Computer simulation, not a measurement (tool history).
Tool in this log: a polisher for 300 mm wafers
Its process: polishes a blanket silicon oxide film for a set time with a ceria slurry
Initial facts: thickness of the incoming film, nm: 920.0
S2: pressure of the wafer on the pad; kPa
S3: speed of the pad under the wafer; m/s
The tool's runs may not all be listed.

{"run": 1, "day": 0.0, "flow of slurry (ml/min)": 300, "S2": 20.0, "S3": 1.4, "polishing time (s)": 83, "film removed (Å)": 4127.2}
{"run": 2, "day": 0.2, "flow of slurry (ml/min)": 300, "S2": 21.4, "S3": 1.4, "polishing time (s)": 83, "film removed (Å)": 4490.1}
{"run": 3, "day": 0.533, "flow of slurry (ml/min)": 300, "S2": 22.1, "S3": 1.4, "polishing time (s)": 83, "film removed (Å)": 4528.2}
{"run": 4, "day": 0.608, "flow of slurry (ml/min)": 300, "S2": 22.1, "S3": 1.4, "polishing time (s)": 86, "film removed (Å)": 4681.5}
{"run": 5, "day": 0.633, "flow of slurry (ml/min)": 300, "S2": 18.6, "S3": 1.4, "polishing time (s)": 86, "film removed (Å)": 4047.0}
{"run": 6, "day": 0.917, "flow of slurry (ml/min)": 300, "S2": 18.6, "S3": 1.66, "polishing time (s)": 86, "film removed (Å)": 4562.5}
{"run": 7, "day": 1.204, "flow of slurry (ml/min)": 300, "S2": 18.6, "S3": 1.66, "polishing time (s)": 86, "film removed (Å)": 4743.5}
{"run": 8, "day": 1.475, "flow of slurry (ml/min)": 300, "S2": 19.3, "S3": 1.66, "polishing time (s)": 86, "film removed (Å)": 4949.8}
{"run": 9, "day": 1.8, "flow of slurry (ml/min)": 300, "S2": 20.0, "S3": 1.66, "polishing time (s)": 86, "film removed (Å)": 5035.4}
{"run": 10, "day": 1.912, "flow of slurry (ml/min)": 300, "S2": 20.7, "S3": 1.66, "polishing time (s)": 86, "film removed (Å)": 5152.8}
{"run": 11, "day": 2.075, "flow of slurry (ml/min)": 300, "S2": 21.4, "S3": 1.66, "polishing time (s)": 86, "film removed (Å)": 5304.7}
{"run": 12, "day": 2.421, "flow of slurry (ml/min)": 300, "S2": 22.1, "S3": 1.66, "polishing time (s)": 86, "film removed (Å)": 5546.9}

Run 13 is up next; what results do you expect?
{"run": 13, "day": 2.658, "flow of slurry (ml/min)": 300, "S2": 22.8, "S3": 1.66, "polishing time (s)": 86, "film removed (Å)": "?"}

Run 13 gave film removed (Å) 5839.5.
